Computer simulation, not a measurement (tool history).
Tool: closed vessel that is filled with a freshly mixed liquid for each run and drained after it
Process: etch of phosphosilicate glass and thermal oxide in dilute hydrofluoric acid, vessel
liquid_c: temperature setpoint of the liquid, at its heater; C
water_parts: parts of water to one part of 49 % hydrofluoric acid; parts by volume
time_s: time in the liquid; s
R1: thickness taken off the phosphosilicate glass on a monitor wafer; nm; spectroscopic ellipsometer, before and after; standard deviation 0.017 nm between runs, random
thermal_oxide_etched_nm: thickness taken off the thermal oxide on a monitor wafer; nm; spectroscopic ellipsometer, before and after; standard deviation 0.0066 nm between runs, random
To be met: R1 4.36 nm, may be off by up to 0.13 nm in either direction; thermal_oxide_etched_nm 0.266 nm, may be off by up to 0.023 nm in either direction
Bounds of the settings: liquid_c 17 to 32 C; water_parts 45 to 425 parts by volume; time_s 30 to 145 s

Run 1, hour 0: liquid_c 24 C, water_parts 235 parts by volume, time_s 75 s. Result: R1 19.285 nm, thermal_oxide_etched_nm 1.1958 nm.
Run 2, hour 6.8: liquid_c 27 C, water_parts 235 parts by volume, time_s 75 s. Result: R1 21.324 nm, thermal_oxide_etched_nm 1.3426 nm.
Run 3, hour 8: liquid_c 27 C, water_parts 235 parts by volume, time_s 90 s. Result: R1 25.609 nm, thermal_oxide_etched_nm 1.6293 nm.
Run 4, hour 11.9: liquid_c 30 C, water_parts 235 parts by volume, time_s 90 s. Result: R1 28.645 nm, thermal_oxide_etched_nm 1.6822 nm.
Run 5, hour 18.1: liquid_c 30 C, water_parts 235 parts by volume, time_s 120 s. Result: R1 38.189 nm, thermal_oxide_etched_nm 2.2809 nm.
Run 6, hour 19.6: liquid_c 28.5 C, water_parts 275 parts by volume, time_s 105 s. Result: R1 25.847 nm, thermal_oxide_etched_nm 1.6406 nm.
Run 7, hour 25.4: liquid_c 27 C, water_parts 305 parts by volume, time_s 90 s. Result: R1 18.329 nm, thermal_oxide_etched_nm 1.1136 nm.
Run 8, hour 31.2: liquid_c 25.5 C, water_parts 330 parts by volume, time_s 80 s. Result: R1 14.036 nm, thermal_oxide_etched_nm 0.86688 nm.
Run 9, hour 40.1: liquid_c 24 C, water_parts 350 parts by volume, time_s 70 s. Result: R1 10.832 nm, thermal_oxide_etched_nm 0.66803 nm.
Run 10, hour 41.5: liquid_c 23 C, water_parts 365 parts by volume, time_s 65 s. Result: R1 9.1036 nm, thermal_oxide_etched_nm 0.53194 nm.
Run 11, hour 45.9: liquid_c 22 C, water_parts 375 parts by volume, time_s 60 s. Result: R1 7.8665 nm, thermal_oxide_etched_nm 0.46959 nm.
Run 12, hour 50.2: liquid_c 21 C, water_parts 385 parts by volume, time_s 55 s. Result: R1 6.718 nm, thermal_oxide_etched_nm 0.43488 nm.
Run 13, hour 56.3: liquid_c 21 C, water_parts 395 parts by volume, time_s 50 s. Result: R1 5.9283 nm, thermal_oxide_etched_nm 0.34195 nm.
Run 14, hour 58.4: liquid_c 20 C, water_parts 400 parts by volume, time_s 50 s. Result: R1 5.6487 nm, thermal_oxide_etched_nm 0.34297 nm.
Run 15, hour 59.5: liquid_c 19.5 C, water_parts 405 parts by volume, time_s 50 s. Result: R1 5.459 nm, thermal_oxide_etched_nm 0.32733 nm.
Run 16, hour 66.1: liquid_c 19 C, water_parts 410 parts by volume, time_s 50 s. Result: R1 5.2529 nm, thermal_oxide_etched_nm 0.32359 nm.
Run 17, hour 70.8: liquid_c 19 C, water_parts 415 parts by volume, time_s 50 s. Result: R1 5.1484 nm, thermal_oxide_etched_nm 0.32668 nm.
Run 18, hour 77.1: liquid_c 19 C, water_parts 420 parts by volume, time_s 45 s. Result: R1 4.5869 nm, thermal_oxide_etched_nm 0.28359 nm.
Run 19, hour 83.6: liquid_c 19 C, water_parts 425 parts by volume, time_s 45 s. Result: R1 4.5316 nm, thermal_oxide_etched_nm 0.26816 nm.

Exactly one of the 5 candidate moves below puts every result within its allowed miss. Which one?
Run A, hour 90.1: liquid_c 17.5 C, water_parts 425 parts by volume, time_s 50 s. Result: R1 ?, thermal_oxide_etched_nm ?.
Run B, hour 90.1: liquid_c 18.5 C, water_parts 405 parts by volume, time_s 45 s. Result: R1 ?, thermal_oxide_etched_nm ?.
Run C, hour 90.1: liquid_c 17 C, water_parts 415 parts by volume, time_s 45 s. Result: R1 ?, thermal_oxide_etched_nm ?.
Run D, hour 90.1: liquid_c 22 C, water_parts 410 parts by volume, time_s 40 s. Result: R1 ?, thermal_oxide_etched_nm ?.
Run E, hour 90.1: liquid_c 21 C, water_parts 400 parts by volume, time_s 40 s. Result: R1 ?, thermal_oxide_etched_nm ?.

move      R1  thermal_oxide_etched_nm
   A  4.7542                   0.2955
   B  4.7268                   0.2938
   C  4.3344                  0.26941
   D   4.678                  0.29076
   E  4.6691                  0.29021
A: moves away from the targets compared with the last run
B: moves away from the targets compared with the last run
C: meets every target
D: moves away from the targets compared with the last run
E: moves away from the targets compared with the last run
The right move is C.

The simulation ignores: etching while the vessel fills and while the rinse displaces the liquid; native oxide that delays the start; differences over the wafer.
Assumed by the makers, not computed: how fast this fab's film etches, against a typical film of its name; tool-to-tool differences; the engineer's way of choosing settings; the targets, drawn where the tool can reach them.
